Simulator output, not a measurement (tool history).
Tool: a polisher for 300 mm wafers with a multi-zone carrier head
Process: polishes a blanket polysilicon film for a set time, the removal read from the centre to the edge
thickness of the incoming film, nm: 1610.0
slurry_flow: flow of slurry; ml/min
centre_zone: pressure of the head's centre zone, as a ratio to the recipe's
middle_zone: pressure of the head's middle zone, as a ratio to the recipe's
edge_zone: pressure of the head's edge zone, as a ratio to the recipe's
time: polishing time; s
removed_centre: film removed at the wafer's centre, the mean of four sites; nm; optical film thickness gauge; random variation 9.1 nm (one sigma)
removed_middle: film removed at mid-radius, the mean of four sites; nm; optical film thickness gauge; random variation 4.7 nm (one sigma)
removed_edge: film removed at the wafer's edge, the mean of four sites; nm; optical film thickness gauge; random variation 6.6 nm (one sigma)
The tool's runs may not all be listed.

run	hour	slurry_flow	centre_zone	middle_zone	edge_zone	time	removed_centre	removed_middle	removed_edge
1	0	205	1	1	1	52	571.35	562.56	556.62
2	0.6	205	1	1	1	45	496.53	490.03	483.56
3	3.6	205	0.96	1	1	45	464.06	485.78	482.2
4	6.8	230	0.96	1	1	45	475.9	489.22	489.95
5	15.3	230	0.96	0.94	1	45	474.83	471.8	483.21
6	22.5	230	0.96	0.94	1.06	45	469.24	462.21	494.99
7	26	235	0.98	0.95	1.07	46	498.35	485.97	512.73
8	30.2	235	1	0.96	1.08	47	522.88	497.7	529.97
# hour 31: edge zone pressure recalibrated
9	31	240	1.02	0.97	1.09	48	526.55	517.38	561.87
10	33.8	245	1.12	0.95	0.99	60	742.71	638.23	672.34
11	34.8	235	1.11	0.94	0.98	60	746.6	627.77	673.1

Forecast run 12:
12	37	235	1.11	0.94	0.98	60	?	?	?

Run 12 gave removed_centre 732.57 nm, removed_middle 612.2 nm, removed_edge 664.68 nm.

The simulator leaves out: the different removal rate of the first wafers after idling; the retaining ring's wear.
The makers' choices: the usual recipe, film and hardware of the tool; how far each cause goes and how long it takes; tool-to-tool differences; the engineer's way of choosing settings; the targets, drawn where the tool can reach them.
